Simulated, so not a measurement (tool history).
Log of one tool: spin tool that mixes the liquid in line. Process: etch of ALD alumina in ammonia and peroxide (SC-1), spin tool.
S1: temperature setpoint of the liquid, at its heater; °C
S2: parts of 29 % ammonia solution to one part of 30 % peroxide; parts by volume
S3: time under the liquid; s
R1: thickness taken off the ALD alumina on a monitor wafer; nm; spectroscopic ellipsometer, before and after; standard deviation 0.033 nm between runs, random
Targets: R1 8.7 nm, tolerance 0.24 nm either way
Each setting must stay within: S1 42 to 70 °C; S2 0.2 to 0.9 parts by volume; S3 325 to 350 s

{"run": 1, "hour": 0.0, "S1": 58, "S2": 0.5, "S3": 325, "R1": 16.694}
{"run": 2, "hour": 7.4, "S1": 56.5, "S2": 0.5, "S3": 325, "R1": 15.477}
{"run": 3, "hour": 9.1, "S1": 56.5, "S2": 0.6, "S3": 325, "R1": 15.795}
{"run": 4, "hour": 12.2, "S1": 55, "S2": 0.6, "S3": 325, "R1": 14.549}
{"run": 5, "hour": 12.9, "S1": 55, "S2": 0.7, "S3": 325, "R1": 14.752}
{"run": 6, "hour": 15.2, "S1": 61.5, "S2": 0.7, "S3": 325, "R1": 20.694}
{"run": 7, "hour": 20.9, "S1": 59.5, "S2": 0.7, "S3": 325, "R1": 18.645}
{"run": 8, "hour": 22.3, "S1": 58, "S2": 0.7, "S3": 325, "R1": 17.293}
{"hour": 25.7, "done": "thermometer replaced"}
{"run": 9, "hour": 25.7, "S1": 50, "S2": 0.65, "S3": 325, "R1": 10.556}
{"run": 10, "hour": 34.6, "S1": 46, "S2": 0.65, "S3": 325, "R1": 8.4413}

5 candidate next runs follow, results not yet known. Just one meets every target within its allowed miss. Identify it.
{"run": "A", "hour": 43.5, "S1": 45, "S2": 0.75, "S3": 350, "R1": "?"}
{"run": "B", "hour": 43.5, "S1": 45.5, "S2": 0.7, "S3": 325, "R1": "?"}
{"run": "C", "hour": 43.5, "S1": 45, "S2": 0.6, "S3": 325, "R1": "?"}
{"run": "D", "hour": 43.5, "S1": 45.5, "S2": 0.65, "S3": 325, "R1": "?"}
{"run": "E", "hour": 43.5, "S1": 47, "S2": 0.65, "S3": 340, "R1": "?"}

move=A R1=8.7066
move=B R1=8.2633
move=C R1=7.9146
move=D R1=8.2052
move=E R1=9.3424
A: every result lands within tolerance
B: lands further from the targets than the last run did
C: lands further from the targets than the last run did
D: lands further from the targets than the last run did
E: pushes the last run's worst result past its target
Correct choice: A, which meets every target
